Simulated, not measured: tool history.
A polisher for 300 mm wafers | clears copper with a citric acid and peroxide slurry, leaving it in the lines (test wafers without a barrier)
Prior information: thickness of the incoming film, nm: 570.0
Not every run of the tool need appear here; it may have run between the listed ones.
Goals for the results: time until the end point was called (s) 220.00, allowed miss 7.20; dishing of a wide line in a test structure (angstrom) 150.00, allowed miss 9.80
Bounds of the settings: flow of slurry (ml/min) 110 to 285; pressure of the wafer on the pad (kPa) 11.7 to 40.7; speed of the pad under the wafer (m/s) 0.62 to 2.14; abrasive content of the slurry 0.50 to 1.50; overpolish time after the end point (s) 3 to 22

run,hour,flow of slurry (ml/min),pressure of the wafer on the pad (kPa),speed of the pad under the wafer (m/s),abrasive content of the slurry,overpolish time after the end point (s),time until the end point was called (s),dishing of a wide line in a test structure (angstrom)
1,0.0,180,26.2,1.38,1.00,11,152.71,285.50
2,6.7,180,22.8,1.38,1.00,11,174.28,256.10
3,10.6,180,22.8,1.24,1.00,11,185.28,239.16
4,15.0,180,22.8,1.12,1.00,11,197.48,229.66
5,23.2,180,22.8,1.24,1.00,11,185.89,240.75
6,25.4,205,22.8,1.24,1.00,11,183.66,233.16
7,30.6,210,21.4,1.24,1.00,10,194.61,210.02
8,33.8,210,20.7,1.24,1.00,9,199.97,178.76
9,38.2,210,20.0,1.24,1.00,9,208.19,176.30
10,46.4,210,19.3,1.24,1.00,9,213.03,174.81

Below are 5 possible settings for the next run. Only one of them brings all results inside the allowed miss of their targets. Which is it?
A,54.6,195,20.0,1.14,1.00,8,?,?
B,54.6,215,20.0,0.98,1.30,11,?,?
C,54.6,210,19.3,1.24,0.90,9,?,?
D,54.6,235,17.2,1.28,1.10,7,?,?
E,54.6,245,20.7,1.08,0.95,10,?,?

move,time until the end point was called (s),dishing of a wide line in a test structure (angstrom)
A,217.01,151.90
B,219.16,203.16
C,216.90,169.77
D,221.02,131.07
E,214.71,189.58
A: meets every target
B: misses by more than the last run did
C: closer than the last run, but not yet in spec
D: takes the result that was furthest off past its target
E: misses by more than the last run did
Answer: A

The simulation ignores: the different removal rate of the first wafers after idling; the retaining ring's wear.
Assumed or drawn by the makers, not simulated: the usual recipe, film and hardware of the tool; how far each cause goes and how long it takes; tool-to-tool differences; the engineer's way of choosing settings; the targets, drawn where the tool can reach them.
